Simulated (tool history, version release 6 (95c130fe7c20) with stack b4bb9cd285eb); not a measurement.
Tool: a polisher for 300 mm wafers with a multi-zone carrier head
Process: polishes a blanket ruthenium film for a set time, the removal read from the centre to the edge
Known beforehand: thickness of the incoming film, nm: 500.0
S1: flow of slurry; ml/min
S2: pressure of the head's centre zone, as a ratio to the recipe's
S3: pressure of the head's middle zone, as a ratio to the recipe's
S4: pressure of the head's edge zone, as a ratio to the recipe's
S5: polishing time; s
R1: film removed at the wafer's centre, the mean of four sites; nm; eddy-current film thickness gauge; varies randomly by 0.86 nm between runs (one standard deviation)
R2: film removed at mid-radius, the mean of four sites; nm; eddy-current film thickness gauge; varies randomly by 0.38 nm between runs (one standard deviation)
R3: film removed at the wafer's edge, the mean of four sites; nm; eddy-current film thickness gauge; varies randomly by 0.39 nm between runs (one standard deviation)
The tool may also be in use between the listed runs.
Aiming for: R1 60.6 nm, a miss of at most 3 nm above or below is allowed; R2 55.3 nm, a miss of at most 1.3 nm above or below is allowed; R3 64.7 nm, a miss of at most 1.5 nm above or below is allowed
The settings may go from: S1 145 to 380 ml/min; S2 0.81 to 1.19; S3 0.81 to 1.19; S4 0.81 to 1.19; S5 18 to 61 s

run	hour	S1	S2	S3	S4	S5	R1	R2	R3
1	0	245	1	1	1	39	46.528	45.393	44.999
2	7.7	250	1	0.99	1.03	41	47.923	47.5	48.18
3	10.2	255	1.01	0.98	1.05	42	48.527	47.755	49.672
4	16.6	255	1.01	0.98	1.05	47	55.325	54.376	56.121
5	22.2	255	1.01	0.98	1.01	47	57.076	53.508	55.289
6	24.8	260	1.02	0.97	1.03	48	57.609	54.824	56.426
7	25.8	255	1.03	0.96	1.05	49	58.838	55.634	57.616
8	26.8	255	1.03	0.96	1.05	49	59.943	55.432	58.091
9	28.1	260	1.03	0.95	1.07	49	60.548	54.734	59.016

Pick the move, out of 4, that brings all results within their allowed miss; only one does.
A	29.4	270	1.1	0.97	1.06	52	?	?	?
B	29.4	255	0.95	0.88	1.11	53	?	?	?
C	29.4	275	1.14	0.94	1	52	?	?	?
D	29.4	240	0.92	0.92	1.07	54	?	?	?

move	R1	R2	R3
A	68.104	59.499	62.142
B	62.421	55.658	64.652
C	69.94	58.042	60.491
D	61.896	58.523	64.36
A: closes in on the targets versus the last run, not all within tolerance yet
B: all results in spec
C: closes in on the targets versus the last run, not all within tolerance yet
D: corrects the largest miss of the last run, while another result sits out of spec
Correct choice: B, which meets every target

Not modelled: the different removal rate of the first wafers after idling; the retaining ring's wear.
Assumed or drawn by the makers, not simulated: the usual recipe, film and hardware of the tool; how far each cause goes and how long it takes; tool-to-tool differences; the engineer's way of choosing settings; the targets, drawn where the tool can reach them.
